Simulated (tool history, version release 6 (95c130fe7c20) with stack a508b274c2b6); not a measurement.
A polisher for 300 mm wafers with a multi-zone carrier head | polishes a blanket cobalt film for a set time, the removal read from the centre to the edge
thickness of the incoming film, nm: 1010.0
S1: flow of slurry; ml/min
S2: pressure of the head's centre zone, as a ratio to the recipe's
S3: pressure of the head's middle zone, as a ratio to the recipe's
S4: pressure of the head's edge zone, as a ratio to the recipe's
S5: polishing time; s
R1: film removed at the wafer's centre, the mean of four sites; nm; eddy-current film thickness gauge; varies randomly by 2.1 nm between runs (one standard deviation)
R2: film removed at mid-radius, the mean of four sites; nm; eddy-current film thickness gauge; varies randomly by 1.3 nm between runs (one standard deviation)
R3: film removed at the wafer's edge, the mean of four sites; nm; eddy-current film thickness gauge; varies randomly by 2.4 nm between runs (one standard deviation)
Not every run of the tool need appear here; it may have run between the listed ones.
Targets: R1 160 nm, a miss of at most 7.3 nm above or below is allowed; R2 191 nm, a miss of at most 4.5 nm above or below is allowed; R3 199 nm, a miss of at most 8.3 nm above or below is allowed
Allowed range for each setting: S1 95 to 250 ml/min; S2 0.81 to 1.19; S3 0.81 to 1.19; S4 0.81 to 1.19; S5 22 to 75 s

run  hour   S1    S2    S3    S4  S5      R1      R2      R3
  1     0  160     1     1     1  48  162.66  162.77  159.54
  2   8.7  180     1     1     1  48  169.95  166.39  165.93
  3  13.4  180     1     1     1  37   131.3  129.92  131.42
  4  17.6  190  0.97  1.01  1.03  39  135.71  136.67  138.97
  5  24.7  190  0.94  1.02  1.06  42  141.18  149.15  150.37
  6  27.3  190  1.02  1.02  1.06  42   153.1  147.22  150.87
  7  29.4  200  0.92  1.05  1.16  54  179.45  198.79  201.19
  8  33.4  195  0.91  1.04  1.16  54  177.78  193.62  200.12
  9  39.5  190  0.89  1.04  1.16  54  171.07  194.62  205.74
 10  45.4  190  0.89  1.04  1.15  54  174.46  194.02  198.53
 11  49.8  185  0.88  1.04  1.16  54  168.65  193.57  195.76
 12  57.2  185  0.87  1.03  1.17  54  168.55  193.46  200.89

5 next moves are on the table. One of them brings every result within its allowed miss. Which?
  A  64.6  195  0.81  1.04  1.13  55   ?   ?   ?
  B  64.6  180   0.9  0.99  1.08  58   ?   ?   ?
  C  64.6  250  0.88  0.93  1.19  55   ?   ?   ?
  D  64.6  225  0.82  1.01  1.16  53   ?   ?   ?
  E  64.6  220  0.89     1  1.11  55   ?   ?   ?

move      R1      R2      R3
   A  159.47  200.28  199.37
   B  184.29  200.43  204.82
   C  179.88   189.6  208.92
   D  159.15  192.44  197.14
   E  178.77  197.48   200.7
A: brings the result that was furthest off to its target, and leaves another outside
B: moves away from the targets compared with the last run
C: moves away from the targets compared with the last run
D: each result inside its tolerance
E: moves away from the targets compared with the last run
The move that meets every target is D.
